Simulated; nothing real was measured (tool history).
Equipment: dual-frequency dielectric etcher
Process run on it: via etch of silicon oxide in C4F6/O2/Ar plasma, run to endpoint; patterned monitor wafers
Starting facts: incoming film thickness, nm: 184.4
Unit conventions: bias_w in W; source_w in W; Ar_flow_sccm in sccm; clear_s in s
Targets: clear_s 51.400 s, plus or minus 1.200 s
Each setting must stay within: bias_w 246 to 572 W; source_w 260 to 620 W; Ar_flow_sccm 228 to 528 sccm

Run 1, day 0.000: bias_w 409 W, source_w 440 W, Ar_flow_sccm 378 sccm. Result: clear_s 45.418 s.
Run 2, day 0.217: bias_w 409 W, source_w 490 W, Ar_flow_sccm 378 sccm. Result: clear_s 42.901 s.
Run 3, day 0.288: bias_w 409 W, source_w 490 W, Ar_flow_sccm 326 sccm. Result: clear_s 42.374 s.
Run 4, day 0.358: bias_w 382 W, source_w 470 W, Ar_flow_sccm 329 sccm. Result: clear_s 43.706 s.
Run 5, day 0.562: bias_w 448 W, source_w 470 W, Ar_flow_sccm 329 sccm. Result: clear_s 42.781 s.
Run 6, day 0.729: bias_w 416 W, source_w 470 W, Ar_flow_sccm 329 sccm. Result: clear_s 43.124 s.
Run 7, day 0.896: bias_w 400 W, source_w 440 W, Ar_flow_sccm 334 sccm. Result: clear_s 44.798 s.
Run 8, day 0.946: bias_w 318 W, source_w 390 W, Ar_flow_sccm 345 sccm. Result: clear_s 49.809 s.

Which single option among these 5 for the next run brings every result within its allowed miss of target? Just one does.
Run A, day 0.996: bias_w 299 W, source_w 450 W, Ar_flow_sccm 365 sccm. Result: clear_s ?.
Run B, day 0.996: bias_w 341 W, source_w 380 W, Ar_flow_sccm 315 sccm. Result: clear_s ?.
Run C, day 0.996: bias_w 308 W, source_w 430 W, Ar_flow_sccm 360 sccm. Result: clear_s ?.
Run D, day 0.996: bias_w 350 W, source_w 390 W, Ar_flow_sccm 268 sccm. Result: clear_s ?.
Run E, day 0.996: bias_w 370 W, source_w 360 W, Ar_flow_sccm 469 sccm. Result: clear_s ?.

move  clear_s
   A   47.539
   B   49.182
   C   48.139
   D   47.712
   E   51.224
A: misses by more than the last run did
B: misses by more than the last run did
C: misses by more than the last run did
D: misses by more than the last run did
E: hits every target within its allowed miss
The move that meets every target is E.

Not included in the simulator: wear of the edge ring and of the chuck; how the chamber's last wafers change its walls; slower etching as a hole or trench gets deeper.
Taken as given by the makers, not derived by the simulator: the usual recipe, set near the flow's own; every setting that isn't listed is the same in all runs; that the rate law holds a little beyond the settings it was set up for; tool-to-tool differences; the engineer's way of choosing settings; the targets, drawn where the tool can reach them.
